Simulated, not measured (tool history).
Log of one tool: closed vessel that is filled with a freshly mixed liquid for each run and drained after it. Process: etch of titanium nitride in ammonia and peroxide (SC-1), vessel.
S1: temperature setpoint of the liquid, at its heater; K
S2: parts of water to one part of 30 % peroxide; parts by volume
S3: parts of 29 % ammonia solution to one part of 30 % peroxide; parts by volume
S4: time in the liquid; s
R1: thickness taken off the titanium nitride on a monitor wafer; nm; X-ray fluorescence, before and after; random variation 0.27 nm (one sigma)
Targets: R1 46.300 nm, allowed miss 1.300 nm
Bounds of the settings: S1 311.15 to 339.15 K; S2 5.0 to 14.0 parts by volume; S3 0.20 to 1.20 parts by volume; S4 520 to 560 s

{"run": 1, "day": 0.0, "S1": 323.15, "S2": 7.5, "S3": 0.7, "S4": 520, "R1": 63.555}
{"run": 2, "day": 0.025, "S1": 323.15, "S2": 6.5, "S3": 0.7, "S4": 520, "R1": 67.841}
{"run": 3, "day": 0.062, "S1": 323.15, "S2": 6.5, "S3": 0.9, "S4": 520, "R1": 69.646}
{"run": 4, "day": 0.254, "S1": 323.15, "S2": 9.0, "S3": 0.9, "S4": 520, "R1": 60.022}
{"run": 5, "day": 0.471, "S1": 328.15, "S2": 9.0, "S3": 0.9, "S4": 520, "R1": 84.51}
{"run": 6, "day": 0.517, "S1": 326.15, "S2": 9.0, "S3": 0.9, "S4": 520, "R1": 73.3}
{"run": 7, "day": 0.825, "S1": 318.15, "S2": 9.0, "S3": 0.9, "S4": 520, "R1": 41.707}
{"run": 8, "day": 1.05, "S1": 318.65, "S2": 9.0, "S3": 0.9, "S4": 520, "R1": 43.503}

Which of these 5 next moves meets every target?
{"run": "A", "day": 1.275, "S1": 319.65, "S2": 9.0, "S3": 0.85, "S4": 520, "R1": "?"}
{"run": "B", "day": 1.275, "S1": 317.15, "S2": 7.5, "S3": 1.05, "S4": 520, "R1": "?"}
{"run": "C", "day": 1.275, "S1": 319.15, "S2": 12.0, "S3": 1.0, "S4": 520, "R1": "?"}
{"run": "D", "day": 1.275, "S1": 314.65, "S2": 5.0, "S3": 0.5, "S4": 545, "R1": "?"}
{"run": "E", "day": 1.275, "S1": 318.65, "S2": 8.5, "S3": 0.75, "S4": 525, "R1": "?"}

move=A R1=46.367
move=B R1=43.641
move=C R1=39.666
move=D R1=41.394
move=E R1=43.984
A: meets every target
B: as far off as the last run
C: further off than the last run
D: further off than the last run
E: nearer than the last run, and not there yet
The right move is A.

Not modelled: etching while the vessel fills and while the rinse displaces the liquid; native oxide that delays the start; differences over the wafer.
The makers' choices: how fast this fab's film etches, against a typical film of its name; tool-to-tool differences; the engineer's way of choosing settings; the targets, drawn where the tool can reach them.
